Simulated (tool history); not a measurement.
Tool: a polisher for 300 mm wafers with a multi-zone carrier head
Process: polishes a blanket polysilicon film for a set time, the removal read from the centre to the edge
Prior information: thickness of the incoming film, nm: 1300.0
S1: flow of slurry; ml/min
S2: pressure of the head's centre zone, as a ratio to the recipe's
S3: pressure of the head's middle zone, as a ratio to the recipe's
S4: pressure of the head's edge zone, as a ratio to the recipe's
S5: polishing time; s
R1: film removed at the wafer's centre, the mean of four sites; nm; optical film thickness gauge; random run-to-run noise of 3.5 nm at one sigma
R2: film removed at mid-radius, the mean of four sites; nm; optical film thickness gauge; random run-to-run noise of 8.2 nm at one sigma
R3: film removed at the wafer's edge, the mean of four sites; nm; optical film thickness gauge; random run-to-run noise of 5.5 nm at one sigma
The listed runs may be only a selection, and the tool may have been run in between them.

Run 1, hour 0: S1 150 ml/min, S2 1, S3 1, S4 1, S5 57 s. Result: R1 454.89 nm, R2 417 nm, R3 427.27 nm.
Run 2, hour 1.3: S1 155 ml/min, S2 0.98, S3 1.02, S4 1.03, S5 58 s. Result: R1 451.16 nm, R2 433.56 nm, R3 426.52 nm.
Run 3, hour 6.2: S1 175 ml/min, S2 0.98, S3 1.02, S4 1.03, S5 58 s. Result: R1 461.59 nm, R2 453.29 nm, R3 445.18 nm.
Run 4, hour 7.5: S1 185 ml/min, S2 0.96, S3 1.01, S4 1.05, S5 59 s. Result: R1 461.6 nm, R2 452.92 nm, R3 452.66 nm.
Run 5, hour 8.4: S1 170 ml/min, S2 0.96, S3 1.01, S4 1.05, S5 59 s. Result: R1 459.65 nm, R2 442.1 nm, R3 451.98 nm.
At hour 13.6: centre zone pressure recalibrated.
Run 6, hour 13.6: S1 170 ml/min, S2 0.93, S3 1.01, S4 1.05, S5 59 s. Result: R1 415.07 nm, R2 443.75 nm, R3 449.47 nm.
Run 7, hour 17.7: S1 175 ml/min, S2 0.93, S3 1.01, S4 1.06, S5 61 s. Result: R1 430.57 nm, R2 460.68 nm, R3 460.03 nm.
Run 8, hour 18.7: S1 180 ml/min, S2 0.93, S3 1.01, S4 1.07, S5 63 s. Result: R1 454.15 nm, R2 482.22 nm, R3 477.9 nm.

Run 9 has not been measured yet. What should we expect?
Run 9, hour 22.5: S1 200 ml/min, S2 0.88, S3 1.04, S4 1.17, S5 68 s. Result: R1 ?, R2 ?, R3 ?.

{"run 9": {"R1": 464.75, "R2": 541.72, "R3": 545.83}}
